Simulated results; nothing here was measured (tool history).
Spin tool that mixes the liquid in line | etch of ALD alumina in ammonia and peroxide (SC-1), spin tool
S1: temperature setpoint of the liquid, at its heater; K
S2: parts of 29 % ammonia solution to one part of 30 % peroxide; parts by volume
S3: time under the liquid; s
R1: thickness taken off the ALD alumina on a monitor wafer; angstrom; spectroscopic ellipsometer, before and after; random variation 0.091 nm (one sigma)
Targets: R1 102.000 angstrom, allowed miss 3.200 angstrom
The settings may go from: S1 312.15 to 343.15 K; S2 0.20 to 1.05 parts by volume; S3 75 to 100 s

run  hour      S1    S2   S3      R1
  1   0.0  328.15  0.55  100  55.711
  2   8.1  328.15  0.55  100  56.328
  3  13.0  322.15  0.55  100  40.601
  4  19.3  327.65  0.55  100  54.134
  5  24.8  327.65  0.55   75  40.872
  6  32.5  321.65  0.55   75  29.611
  7  33.0  321.65  0.55   75  30.183
  8  36.0  328.15  0.55   75  42.571
  9  39.6  333.15  0.60   75  56.230
 10  43.9  336.15  0.60   80  68.083
 11  48.0  338.15  0.60   80  76.216
 12  52.5  339.65  0.60   80  80.624
 13  56.2  340.65  0.60   85  90.980
 14  64.9  340.65  0.60   85  91.293
 15  70.8  341.15  0.60   85  91.422
 16  73.3  341.65  0.60   85  94.417
 17  79.5  342.15  0.60   85  98.027

5 next moves are on the table. One of them brings every result within its allowed miss. Which?
  A  85.7  340.65  0.55  85   ?
  B  85.7  339.15  0.60  95   ?
  C  85.7  342.15  0.20  90   ?
  D  85.7  343.15  0.45  80   ?
  E  85.7  341.65  0.60  90   ?

move       R1
   A   90.072
   B   94.298
   C   93.234
   D   93.888
   E  100.950
A: further off than the last run
B: further off than the last run
C: further off than the last run
D: further off than the last run
E: meets every target
The right move is E.

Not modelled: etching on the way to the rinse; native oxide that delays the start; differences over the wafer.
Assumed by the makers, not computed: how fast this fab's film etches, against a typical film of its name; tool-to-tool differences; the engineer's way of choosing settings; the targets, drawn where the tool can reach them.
